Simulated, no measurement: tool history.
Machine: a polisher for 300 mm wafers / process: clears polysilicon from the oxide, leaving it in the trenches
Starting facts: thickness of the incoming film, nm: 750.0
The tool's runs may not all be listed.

| run | day | flow of slurry (ml/min) | pressure of the wafer on the pad (psi) | speed of the pad under the wafer (cm/s) | overpolish time after the end point (s) | time until the end point was called (s) | dishing of a wide line in a test structure (Å) |
|---|---|---|---|---|---|---|---|
| 1 | 0 | 130 | 2.7 | 124 | 9 | 51.302 | 461.02 |
| 2 | 0.279 | 130 | 3.3 | 124 | 9 | 42.654 | 466.69 |
| 3 | 0.417 | 130 | 3.3 | 124 | 10 | 42.06 | 460.9 |
| 4 | 0.712 | 130 | 3.3 | 124 | 8 | 43.249 | 467.59 |
| 5 | 0.738 | 130 | 3.3 | 110 | 8 | 46.983 | 429.43 |
| 6 | 0.788 | 130 | 3.3 | 126 | 8 | 41.448 | 433.77 |
| 7 | 0.838 | 130 | 2.9 | 124 | 8 | 48.041 | 439.44 |
| 8 | 0.875 | 130 | 2.6 | 122 | 9 | 53.59 | 462.68 |

For run 9, what comes out?
| 9 | 1.238 | 130 | 2.4 | 120 | 9 | ? | ? |

time until the end point was called (s): 57.649
dishing of a wide line in a test structure (Å): 430.05

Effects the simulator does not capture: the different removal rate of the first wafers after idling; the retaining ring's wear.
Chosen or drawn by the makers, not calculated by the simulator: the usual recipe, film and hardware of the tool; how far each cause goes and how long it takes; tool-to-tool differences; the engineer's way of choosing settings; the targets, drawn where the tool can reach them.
